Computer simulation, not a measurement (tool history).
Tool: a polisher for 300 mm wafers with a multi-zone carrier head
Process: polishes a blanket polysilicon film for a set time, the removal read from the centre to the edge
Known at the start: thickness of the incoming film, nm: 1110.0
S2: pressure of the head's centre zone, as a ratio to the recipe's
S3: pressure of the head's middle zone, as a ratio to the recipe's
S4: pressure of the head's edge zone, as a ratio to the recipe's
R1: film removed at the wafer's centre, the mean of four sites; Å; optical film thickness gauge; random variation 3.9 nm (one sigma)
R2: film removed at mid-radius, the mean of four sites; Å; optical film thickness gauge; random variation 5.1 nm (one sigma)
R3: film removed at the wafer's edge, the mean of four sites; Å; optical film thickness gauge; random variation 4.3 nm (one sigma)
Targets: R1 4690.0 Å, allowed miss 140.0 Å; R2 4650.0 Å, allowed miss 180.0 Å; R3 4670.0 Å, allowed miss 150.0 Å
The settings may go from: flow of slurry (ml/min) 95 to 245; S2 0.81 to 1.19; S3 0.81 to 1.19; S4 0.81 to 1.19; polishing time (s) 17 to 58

Run 1, day 0.000: flow of slurry (ml/min) 155, S2 1.00, S3 1.00, S4 1.00, polishing time (s) 37. Result: R1 3806.2 Å, R2 3866.4 Å, R3 3603.0 Å.
Run 2, day 0.288: flow of slurry (ml/min) 140, S2 1.00, S3 1.00, S4 1.00, polishing time (s) 37. Result: R1 3640.9 Å, R2 3761.3 Å, R3 3594.4 Å.
Run 3, day 0.417: flow of slurry (ml/min) 140, S2 1.00, S3 1.00, S4 1.00, polishing time (s) 42. Result: R1 4182.4 Å, R2 4341.5 Å, R3 4084.5 Å.
Run 4, day 0.671: flow of slurry (ml/min) 150, S2 1.00, S3 1.00, S4 1.03, polishing time (s) 42. Result: R1 4221.0 Å, R2 4400.7 Å, R3 4195.0 Å.
Run 5, day 0.775: flow of slurry (ml/min) 150, S2 1.00, S3 1.00, S4 1.03, polishing time (s) 48. Result: R1 4868.3 Å, R2 5120.2 Å, R3 4855.4 Å.
Run 6, day 1.067: flow of slurry (ml/min) 145, S2 1.00, S3 0.99, S4 1.03, polishing time (s) 48. Result: R1 4827.0 Å, R2 4964.6 Å, R3 4838.2 Å.
Run 7, day 1.233: flow of slurry (ml/min) 140, S2 1.00, S3 0.98, S4 1.02, polishing time (s) 48. Result: R1 4801.6 Å, R2 4833.9 Å, R3 4710.1 Å.
At day 1.329: edge zone pressure recalibrated.
Run 8, day 1.329: flow of slurry (ml/min) 140, S2 1.00, S3 0.98, S4 1.02, polishing time (s) 48. Result: R1 4752.5 Å, R2 4797.8 Å, R3 4910.7 Å.
Run 9, day 1.642: flow of slurry (ml/min) 140, S2 1.00, S3 0.98, S4 1.02, polishing time (s) 48. Result: R1 4823.0 Å, R2 4893.1 Å, R3 4922.5 Å.

5 next moves are on the table. One of them brings every result within its allowed miss. Which?
Run A, day 1.954: flow of slurry (ml/min) 210, S2 1.08, S3 1.09, S4 0.99, polishing time (s) 43. Result: R1 ?, R2 ?, R3 ?.
Run B, day 1.954: flow of slurry (ml/min) 165, S2 1.11, S3 1.00, S4 1.09, polishing time (s) 44. Result: R1 ?, R2 ?, R3 ?.
Run C, day 1.954: flow of slurry (ml/min) 165, S2 1.03, S3 1.01, S4 1.09, polishing time (s) 44. Result: R1 ?, R2 ?, R3 ?.
Run D, day 1.954: flow of slurry (ml/min) 95, S2 1.02, S3 0.85, S4 1.00, polishing time (s) 53. Result: R1 ?, R2 ?, R3 ?.
Run E, day 1.954: flow of slurry (ml/min) 160, S2 1.04, S3 0.94, S4 1.03, polishing time (s) 46. Result: R1 ?, R2 ?, R3 ?.

move      R1      R2      R3
   A  5003.8  4964.0  4541.4
   B  5058.0  4708.3  4715.2
   C  4691.1  4731.9  4714.9
   D  4931.5  4733.6  5077.5
   E  4923.1  4765.1  4798.7
A: brings the result that was furthest off to its target, and leaves another outside
B: brings the result that was furthest off to its target, and leaves another outside
C: meets every target
D: further off than the last run
E: brings the result that was furthest off to its target, and leaves another outside
The right move is C.

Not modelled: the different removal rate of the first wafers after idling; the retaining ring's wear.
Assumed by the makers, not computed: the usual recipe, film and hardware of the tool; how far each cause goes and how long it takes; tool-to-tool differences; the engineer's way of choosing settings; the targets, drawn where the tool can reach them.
